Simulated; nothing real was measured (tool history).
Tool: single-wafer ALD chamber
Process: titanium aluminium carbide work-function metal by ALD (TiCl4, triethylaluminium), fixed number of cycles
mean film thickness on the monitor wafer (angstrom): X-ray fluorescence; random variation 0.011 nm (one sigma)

run  hour  heater temperature setpoint (°C)  triethylaluminium pulse time (s)  mean film thickness on the monitor wafer (angstrom)
  1   0.0                               295                             12.35                                               21.587
  2   7.3                               288                             12.35                                               20.779
  3  11.6                               291                             12.69                                               21.273
  4  19.7                               294                             13.00                                               21.537
  5  23.6                               294                             15.08                                               21.602
  6  25.4                               294                             11.90                                               21.482
  7  32.1                               297                             12.04                                               21.706

Run 8 comes next. What will it give?
  8  35.7                               297                             12.04                                                    ?

mean film thickness on the monitor wafer (angstrom): 21.734
